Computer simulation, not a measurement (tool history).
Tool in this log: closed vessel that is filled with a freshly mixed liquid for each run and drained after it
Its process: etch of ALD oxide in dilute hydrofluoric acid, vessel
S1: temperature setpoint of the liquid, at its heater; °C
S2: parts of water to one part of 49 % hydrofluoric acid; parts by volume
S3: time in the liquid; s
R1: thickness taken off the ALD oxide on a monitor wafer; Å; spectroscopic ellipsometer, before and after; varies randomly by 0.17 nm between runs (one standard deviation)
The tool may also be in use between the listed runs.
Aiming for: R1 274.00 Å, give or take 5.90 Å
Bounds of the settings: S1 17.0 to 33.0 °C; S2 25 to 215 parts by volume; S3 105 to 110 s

run 1 hour=0.0 | S1=25.0 S2=120 S3=105 | R1=213.20
run 2 hour=5.5 | S1=26.0 S2=120 S3=105 | R1=221.90
run 3 hour=14.4 | S1=27.0 S2=120 S3=105 | R1=233.65
run 4 hour=19.9 | S1=23.5 S2=120 S3=105 | R1=201.09
run 5 hour=28.7 | S1=25.0 S2=120 S3=105 | R1=213.11
run 6 hour=32.3 | S1=25.0 S2=90 S3=105 | R1=296.67
run 7 hour=38.6 | S1=24.5 S2=90 S3=105 | R1=291.28
run 8 hour=44.7 | S1=24.0 S2=90 S3=105 | R1=283.01

Exercise: of the 5 proposed moves below, exactly one satisfies all targets within the stated allowed misses. Which move is it?
run A hour=50.8 | S1=21.5 S2=85 S3=110 | R1=?
run B hour=50.8 | S1=26.0 S2=100 S3=105 | R1=?
run C hour=50.8 | S1=23.5 S2=90 S3=110 | R1=?
run D hour=50.8 | S1=21.0 S2=80 S3=105 | R1=?
run E hour=50.8 | S1=25.5 S2=95 S3=105 | R1=?

move=A R1=290.68
move=B R1=277.08
move=C R1=295.91
move=D R1=290.53
move=E R1=287.87
A: misses by more than the last run did
B: all results in spec
C: misses by more than the last run did
D: misses by more than the last run did
E: misses by more than the last run did
The right move is B.

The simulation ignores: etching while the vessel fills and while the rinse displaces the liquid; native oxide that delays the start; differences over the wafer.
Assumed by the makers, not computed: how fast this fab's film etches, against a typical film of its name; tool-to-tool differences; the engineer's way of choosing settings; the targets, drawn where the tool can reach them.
